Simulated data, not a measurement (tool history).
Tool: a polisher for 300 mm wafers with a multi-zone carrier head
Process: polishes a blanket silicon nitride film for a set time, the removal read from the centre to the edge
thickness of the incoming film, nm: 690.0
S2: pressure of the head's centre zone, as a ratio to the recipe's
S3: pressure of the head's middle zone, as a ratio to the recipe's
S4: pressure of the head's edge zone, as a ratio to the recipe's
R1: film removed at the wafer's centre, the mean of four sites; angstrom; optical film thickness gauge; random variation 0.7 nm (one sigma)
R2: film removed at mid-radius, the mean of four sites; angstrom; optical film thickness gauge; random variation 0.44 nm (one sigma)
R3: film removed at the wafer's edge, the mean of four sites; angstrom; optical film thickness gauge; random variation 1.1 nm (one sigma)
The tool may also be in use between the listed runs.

run 1 hour=0 | flow_of_slurry_(ml/min)=300 S2=1 S3=1 S4=1 polishing_time_(s)=70 | R1=1215.8 R2=1229.5 R3=1199.9
run 2 hour=2.2 | flow_of_slurry_(ml/min)=300 S2=1 S3=1 S4=0.96 polishing_time_(s)=70 | R1=1203.1 R2=1233 R3=1174.5
run 3 hour=6 | flow_of_slurry_(ml/min)=300 S2=1.08 S3=1 S4=0.96 polishing_time_(s)=70 | R1=1322.9 R2=1226.7 R3=1148
run 4 hour=7.1 | flow_of_slurry_(ml/min)=300 S2=1.08 S3=1 S4=0.93 polishing_time_(s)=70 | R1=1326.9 R2=1232 R3=1147.5
run 5 hour=8.9 | flow_of_slurry_(ml/min)=300 S2=1.08 S3=1 S4=0.93 polishing_time_(s)=64 | R1=1208.5 R2=1125.3 R3=1066.9
run 6 hour=10.4 | flow_of_slurry_(ml/min)=300 S2=1.08 S3=0.97 S4=0.93 polishing_time_(s)=64 | R1=1236.1 R2=1096.9 R3=1067.7
run 7 hour=16.5 | flow_of_slurry_(ml/min)=290 S2=1.03 S3=0.96 S4=0.92 polishing_time_(s)=59 | R1=1066.6 R2=999.75 R3=944.46
run 8 hour=19.8 | flow_of_slurry_(ml/min)=285 S2=0.99 S3=0.94 S4=0.96 polishing_time_(s)=56 | R1=976.51 R2=931.08 R3=902.93
run 9 hour=27.4 | flow_of_slurry_(ml/min)=280 S2=0.95 S3=0.93 S4=1.01 polishing_time_(s)=54 | R1=890.84 R2=898.32 R3=892.05
run 10 hour=31.3 | flow_of_slurry_(ml/min)=270 S2=0.92 S3=0.91 S4=1.03 polishing_time_(s)=53 | R1=836.61 R2=860.68 R3=903.41

Forecast run 11:
run 11 hour=36.9 | flow_of_slurry_(ml/min)=265 S2=0.9 S3=0.89 S4=1.02 polishing_time_(s)=52 | R1=? R2=? R3=?

Run 11 gave R1 814.49 angstrom, R2 831.05 angstrom, R3 887.75 angstrom.
